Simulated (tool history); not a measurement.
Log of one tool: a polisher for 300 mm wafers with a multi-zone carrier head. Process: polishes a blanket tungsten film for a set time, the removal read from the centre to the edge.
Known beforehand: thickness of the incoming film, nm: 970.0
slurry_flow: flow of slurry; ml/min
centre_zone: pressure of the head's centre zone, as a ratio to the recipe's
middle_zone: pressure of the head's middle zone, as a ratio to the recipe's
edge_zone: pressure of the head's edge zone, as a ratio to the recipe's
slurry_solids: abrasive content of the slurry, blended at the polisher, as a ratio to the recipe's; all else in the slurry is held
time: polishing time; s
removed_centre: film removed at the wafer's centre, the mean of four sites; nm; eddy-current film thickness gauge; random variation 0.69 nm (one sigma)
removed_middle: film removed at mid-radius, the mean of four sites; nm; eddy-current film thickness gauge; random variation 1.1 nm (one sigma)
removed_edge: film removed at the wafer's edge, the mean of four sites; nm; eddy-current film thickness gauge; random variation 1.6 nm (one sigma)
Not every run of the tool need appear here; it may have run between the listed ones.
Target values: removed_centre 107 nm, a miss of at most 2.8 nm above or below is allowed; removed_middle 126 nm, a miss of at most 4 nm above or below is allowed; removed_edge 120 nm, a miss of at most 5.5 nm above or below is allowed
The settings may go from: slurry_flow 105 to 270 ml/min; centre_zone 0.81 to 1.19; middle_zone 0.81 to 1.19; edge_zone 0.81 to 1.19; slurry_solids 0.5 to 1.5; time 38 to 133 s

| run | hour | slurry_flow | centre_zone | middle_zone | edge_zone | slurry_solids | time | removed_centre | removed_middle | removed_edge |
|---|---|---|---|---|---|---|---|---|---|---|
| 1 | 0 | 175 | 1 | 1 | 1 | 1 | 85 | 202.55 | 202.06 | 205.08 |
| 2 | 1.8 | 175 | 1 | 1 | 0.92 | 1 | 85 | 201.33 | 201.42 | 189.67 |
| 3 | 4.1 | 160 | 0.94 | 0.98 | 0.9 | 0.85 | 79 | 167.09 | 174.34 | 169.68 |
| 4 | 9.1 | 160 | 0.94 | 0.98 | 0.9 | 1.05 | 79 | 176.88 | 183.27 | 176.35 |
| 5 | 15.9 | 150 | 0.91 | 0.98 | 0.88 | 0.9 | 74 | 150.45 | 162.96 | 163.77 |
| 6 | 18.5 | 150 | 0.97 | 0.98 | 0.88 | 0.9 | 74 | 160.35 | 164.32 | 157.24 |
| 7 | 21.2 | 145 | 0.94 | 0.99 | 0.86 | 0.8 | 70 | 143.11 | 152.56 | 145.63 |
| 8 | 28.5 | 140 | 0.92 | 1 | 0.85 | 0.7 | 67 | 129.05 | 140.91 | 134.25 |
| 9 | 32.3 | 135 | 0.9 | 1 | 0.84 | 0.65 | 66 | 121.29 | 134.43 | 126.99 |
| 10 | 35 | 130 | 0.88 | 1 | 0.83 | 0.65 | 66 | 118.46 | 135.97 | 128.74 |
| 11 | 36.4 | 130 | 0.85 | 0.99 | 0.82 | 0.5 | 62 | 100.45 | 119.69 | 111.93 |
| 12 | 43.3 | 140 | 0.85 | 0.99 | 0.84 | 0.5 | 62 | 101.84 | 121.23 | 111.42 |

4 next moves are on the table. One of them brings every result within its allowed miss. Which?
| A | 50.2 | 135 | 0.82 | 1.12 | 0.87 | 0.5 | 58 | ? | ? | ? |
| B | 50.2 | 195 | 0.96 | 1.06 | 0.81 | 0.5 | 56 | ? | ? | ? |
| C | 50.2 | 155 | 0.81 | 1.08 | 0.84 | 0.5 | 59 | ? | ? | ? |
| D | 50.2 | 105 | 0.88 | 1.03 | 0.89 | 0.75 | 62 | ? | ? | ? |

| move | removed_centre | removed_middle | removed_edge |
|---|---|---|---|
| A | 92.965 | 123.94 | 109.19 |
| B | 113.02 | 121.58 | 107.04 |
| C | 96.223 | 125.5 | 111.49 |
| D | 108.91 | 126.97 | 123.72 |
A: lands further from the targets than the last run did
B: moves the result that the last run missed by most past its target, out the other side
C: lands further from the targets than the last run did
D: in spec on every target
Correct choice: D, which meets every target
